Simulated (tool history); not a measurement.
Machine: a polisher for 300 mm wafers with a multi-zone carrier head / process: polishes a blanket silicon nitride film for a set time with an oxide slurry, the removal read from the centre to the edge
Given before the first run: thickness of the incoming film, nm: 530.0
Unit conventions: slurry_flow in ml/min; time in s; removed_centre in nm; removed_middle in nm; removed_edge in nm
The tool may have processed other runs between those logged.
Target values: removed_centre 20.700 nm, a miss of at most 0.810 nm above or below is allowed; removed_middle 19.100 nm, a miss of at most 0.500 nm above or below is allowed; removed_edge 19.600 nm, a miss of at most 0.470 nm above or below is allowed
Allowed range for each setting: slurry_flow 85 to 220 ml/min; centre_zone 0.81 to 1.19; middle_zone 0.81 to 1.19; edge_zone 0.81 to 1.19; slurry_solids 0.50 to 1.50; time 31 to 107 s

| run | hour | slurry_flow | centre_zone | middle_zone | edge_zone | slurry_solids | time | removed_centre | removed_middle | removed_edge |
|---|---|---|---|---|---|---|---|---|---|---|
| 1 | 0.0 | 140 | 1.00 | 1.00 | 1.00 | 1.00 | 69 | 27.848 | 27.663 | 27.900 |
| 2 | 6.7 | 140 | 1.00 | 1.00 | 1.00 | 1.10 | 69 | 28.375 | 29.026 | 29.453 |
| 3 | 14.0 | 140 | 1.00 | 1.00 | 0.95 | 1.10 | 69 | 28.331 | 28.715 | 28.846 |
| 4 | 14.5 | 140 | 1.00 | 0.95 | 0.95 | 1.10 | 69 | 28.565 | 28.122 | 28.396 |
| 5 | 22.5 | 140 | 1.00 | 0.95 | 0.95 | 1.10 | 53 | 21.917 | 21.334 | 21.749 |
| 6 | 23.3 | 130 | 1.01 | 0.93 | 0.93 | 1.10 | 53 | 21.411 | 20.649 | 21.337 |
| 7 | 26.3 | 120 | 1.02 | 0.92 | 0.90 | 1.10 | 53 | 21.327 | 19.837 | 20.761 |
| 8 | 31.0 | 115 | 1.02 | 0.92 | 0.88 | 1.10 | 53 | 20.983 | 19.920 | 20.459 |

Exercise: of the 4 proposed moves below, exactly one satisfies all targets within the stated allowed misses. Which move is it?
| A | 35.7 | 135 | 0.99 | 0.87 | 0.92 | 1.30 | 48 | ? | ? | ? |
| B | 35.7 | 120 | 1.04 | 0.92 | 0.88 | 1.10 | 51 | ? | ? | ? |
| C | 35.7 | 110 | 0.99 | 0.97 | 0.88 | 1.15 | 56 | ? | ? | ? |
| D | 35.7 | 105 | 1.01 | 0.90 | 0.90 | 1.20 | 55 | ? | ? | ? |

| move | removed_centre | removed_middle | removed_edge |
|---|---|---|---|
| A | 21.278 | 19.401 | 20.795 |
| B | 21.181 | 19.235 | 19.634 |
| C | 21.821 | 21.756 | 21.568 |
| D | 21.836 | 20.265 | 21.592 |
A: moves away from the targets compared with the last run
B: each result inside its tolerance
C: moves away from the targets compared with the last run
D: moves away from the targets compared with the last run
So the answer is move B, the one that meets all the targets.
